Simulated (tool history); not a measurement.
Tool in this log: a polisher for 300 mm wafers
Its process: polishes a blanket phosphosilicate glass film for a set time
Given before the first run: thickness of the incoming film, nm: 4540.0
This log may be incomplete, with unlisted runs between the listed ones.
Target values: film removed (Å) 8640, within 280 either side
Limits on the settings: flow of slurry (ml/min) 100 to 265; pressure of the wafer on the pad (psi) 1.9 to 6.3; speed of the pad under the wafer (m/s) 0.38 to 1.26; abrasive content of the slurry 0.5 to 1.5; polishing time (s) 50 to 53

run	hour	flow of slurry (ml/min)	pressure of the wafer on the pad (psi)	speed of the pad under the wafer (m/s)	abrasive content of the slurry	polishing time (s)	film removed (Å)
1	0	170	4.1	0.82	1	50	5543.4
2	8.3	175	4.4	0.82	1	50	6007.6
3	11.3	135	4.4	0.82	1	50	5677.2
4	13.9	145	4.6	0.82	1	50	5930.1
5	16	145	5.3	0.82	1	50	6962.1
6	17.1	155	5.4	0.82	1	50	7211
7	18.1	165	5.5	0.82	1	50	7290.6
8	18.6	170	5.6	0.82	1	50	7571.4
9	22.1	175	5.7	0.82	1	50	7665.1

Of the 5 settings listed for the next run, only one would bring every result within its allowed miss of target. Which one?
A	25.6	180	5.1	1.1	0.95	50	?
B	25.6	170	5.6	0.76	0.85	51	?
C	25.6	190	5.9	0.78	1.2	51	?
D	25.6	165	4.1	1.12	0.9	53	?
E	25.6	175	5.4	0.9	0.95	51	?

move	film removed (Å)
A	8093.9
B	6827
C	8501
D	6768.4
E	7665.7
A: an improvement on the last run, though not all results are within tolerance
B: its largest miss is bigger than the last run's
C: in spec on every target
D: its largest miss is bigger than the last run's
E: no better and no worse than the last run
Move C is the one to make.

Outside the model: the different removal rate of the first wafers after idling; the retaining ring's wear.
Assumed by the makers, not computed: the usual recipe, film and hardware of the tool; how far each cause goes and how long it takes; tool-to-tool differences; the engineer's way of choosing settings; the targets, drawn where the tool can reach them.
